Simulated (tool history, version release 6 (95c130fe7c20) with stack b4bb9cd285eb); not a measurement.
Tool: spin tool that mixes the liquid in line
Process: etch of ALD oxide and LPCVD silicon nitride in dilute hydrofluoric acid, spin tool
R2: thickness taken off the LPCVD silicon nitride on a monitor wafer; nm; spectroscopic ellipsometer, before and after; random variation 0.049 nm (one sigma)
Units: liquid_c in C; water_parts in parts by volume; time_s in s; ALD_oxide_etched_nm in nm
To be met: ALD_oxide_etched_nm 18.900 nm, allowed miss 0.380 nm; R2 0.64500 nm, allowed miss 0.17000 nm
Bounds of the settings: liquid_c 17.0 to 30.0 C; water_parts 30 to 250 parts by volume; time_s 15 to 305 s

{"run": 1, "hour": 0.0, "liquid_c": 22.0, "water_parts": 140, "time_s": 155, "ALD_oxide_etched_nm": 12.566, "R2": 0.51297}
{"run": 2, "hour": 0.7, "liquid_c": 19.0, "water_parts": 140, "time_s": 155, "ALD_oxide_etched_nm": 11.017, "R2": 0.43417}
{"run": 3, "hour": 8.4, "liquid_c": 17.0, "water_parts": 140, "time_s": 155, "ALD_oxide_etched_nm": 10.305, "R2": 0.3975}
{"run": 4, "hour": 12.5, "liquid_c": 18.5, "water_parts": 140, "time_s": 155, "ALD_oxide_etched_nm": 10.898, "R2": 0.37932}
{"run": 5, "hour": 16.3, "liquid_c": 20.5, "water_parts": 135, "time_s": 155, "ALD_oxide_etched_nm": 12.219, "R2": 0.56267}
{"run": 6, "hour": 22.1, "liquid_c": 21.5, "water_parts": 130, "time_s": 160, "ALD_oxide_etched_nm": 13.862, "R2": 0.599}
{"run": 7, "hour": 29.1, "liquid_c": 22.5, "water_parts": 130, "time_s": 160, "ALD_oxide_etched_nm": 14.342, "R2": 0.65711}
{"run": 8, "hour": 29.8, "liquid_c": 23.5, "water_parts": 130, "time_s": 160, "ALD_oxide_etched_nm": 15.061, "R2": 0.53777}
{"run": 9, "hour": 38.7, "liquid_c": 26.0, "water_parts": 110, "time_s": 160, "ALD_oxide_etched_nm": 19.864, "R2": 0.95987}
{"run": 10, "hour": 43.8, "liquid_c": 22.5, "water_parts": 100, "time_s": 160, "ALD_oxide_etched_nm": 19.449, "R2": 0.81692}

Which of these 4 next moves meets every target?
{"run": "A", "hour": 48.9, "liquid_c": 22.0, "water_parts": 80, "time_s": 130, "ALD_oxide_etched_nm": "?", "R2": "?"}
{"run": "B", "hour": 48.9, "liquid_c": 18.0, "water_parts": 120, "time_s": 215, "ALD_oxide_etched_nm": "?", "R2": "?"}
{"run": "C", "hour": 48.9, "liquid_c": 17.0, "water_parts": 85, "time_s": 175, "ALD_oxide_etched_nm": "?", "R2": "?"}
{"run": "D", "hour": 48.9, "liquid_c": 17.5, "water_parts": 80, "time_s": 150, "ALD_oxide_etched_nm": "?", "R2": "?"}

move=A ALD_oxide_etched_nm=20.001 R2=0.78312
move=B ALD_oxide_etched_nm=17.892 R2=0.66399
move=C ALD_oxide_etched_nm=20.452 R2=0.70436
move=D ALD_oxide_etched_nm=19.129 R2=0.66313
A: further off than the last run
B: takes the result that was furthest off past its target
C: further off than the last run
D: meets every target
Answer: D
